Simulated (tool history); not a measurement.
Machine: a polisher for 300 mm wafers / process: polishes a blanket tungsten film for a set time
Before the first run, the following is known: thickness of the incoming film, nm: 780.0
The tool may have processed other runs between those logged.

run,hour,flow of slurry (ml/min),pressure of the wafer on the pad (psi),speed of the pad under the wafer (m/s),abrasive content of the slurry,polishing time (s),film removed (nm)
1,0,175,3.4,0.88,1,47,144.01
2,4.6,175,2.8,0.88,1,47,118.75
3,7.5,170,2.7,0.88,1,47,114.99
4,16,170,2.7,0.96,1,47,123.84
5,16.9,165,2.6,0.96,1,47,118.69
6,19.6,155,2.5,0.96,1,47,113.51
7,28.4,145,2.5,0.96,1,47,112.72

Run 8, settings as shown, results not yet in. Your forecast:
8,36.4,130,2.3,0.96,1,47,?

For run 8 the tool returned film removed (nm) 101.14.

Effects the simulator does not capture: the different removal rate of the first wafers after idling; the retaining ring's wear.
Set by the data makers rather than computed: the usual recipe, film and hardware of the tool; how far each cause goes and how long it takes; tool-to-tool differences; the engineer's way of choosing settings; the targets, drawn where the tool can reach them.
